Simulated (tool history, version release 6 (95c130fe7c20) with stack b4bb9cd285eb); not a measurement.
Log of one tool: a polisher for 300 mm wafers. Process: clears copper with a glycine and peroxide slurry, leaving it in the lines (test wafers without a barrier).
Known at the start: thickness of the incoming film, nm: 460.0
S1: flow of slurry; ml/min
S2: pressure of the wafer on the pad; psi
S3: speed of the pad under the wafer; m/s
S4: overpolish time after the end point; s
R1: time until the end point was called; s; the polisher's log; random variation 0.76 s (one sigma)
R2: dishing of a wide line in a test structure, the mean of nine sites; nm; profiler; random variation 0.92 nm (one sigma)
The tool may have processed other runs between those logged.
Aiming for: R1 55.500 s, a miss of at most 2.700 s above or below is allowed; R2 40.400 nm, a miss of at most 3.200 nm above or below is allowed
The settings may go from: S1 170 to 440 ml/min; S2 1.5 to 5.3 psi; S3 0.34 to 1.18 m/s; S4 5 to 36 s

| run | hour | S1 | S2 | S3 | S4 | R1 | R2 |
|---|---|---|---|---|---|---|---|
| 1 | 0.0 | 280 | 3.4 | 0.76 | 18 | 78.750 | 57.025 |
| 2 | 0.8 | 280 | 3.6 | 0.78 | 15 | 76.129 | 51.961 |
| 3 | 2.9 | 280 | 4.2 | 0.78 | 15 | 66.843 | 55.944 |
| 4 | 11.2 | 280 | 4.5 | 0.78 | 12 | 63.287 | 52.096 |
| 5 | 18.4 | 280 | 4.0 | 0.78 | 12 | 71.492 | 47.001 |
| 6 | 22.4 | 280 | 4.3 | 0.80 | 10 | 65.058 | 43.171 |
| 7 | 23.1 | 280 | 4.5 | 0.82 | 9 | 61.876 | 39.851 |
| 8 | 27.9 | 280 | 4.6 | 0.82 | 9 | 58.781 | 39.859 |
| 9 | 30.4 | 280 | 4.7 | 0.82 | 9 | 58.863 | 42.910 |

5 next moves are on the table. One of them brings every result within its allowed miss. Which?
| A | 32.9 | 255 | 4.9 | 0.88 | 6 | ? | ? |
| B | 32.9 | 220 | 4.8 | 0.92 | 7 | ? | ? |
| C | 32.9 | 315 | 5.1 | 0.80 | 8 | ? | ? |
| D | 32.9 | 280 | 4.4 | 0.86 | 9 | ? | ? |
| E | 32.9 | 315 | 5.0 | 0.76 | 10 | ? | ? |

| move | R1 | R2 |
|---|---|---|
| A | 56.010 | 31.809 |
| B | 56.610 | 35.873 |
| C | 55.795 | 40.635 |
| D | 61.656 | 41.030 |
| E | 58.315 | 46.848 |
A: brings the last run's worst result on target, with another outside its allowed miss
B: brings the last run's worst result on target, with another outside its allowed miss
C: meets every target
D: the biggest miss grows against the last run
E: the biggest miss grows against the last run
Move C is the one to make.

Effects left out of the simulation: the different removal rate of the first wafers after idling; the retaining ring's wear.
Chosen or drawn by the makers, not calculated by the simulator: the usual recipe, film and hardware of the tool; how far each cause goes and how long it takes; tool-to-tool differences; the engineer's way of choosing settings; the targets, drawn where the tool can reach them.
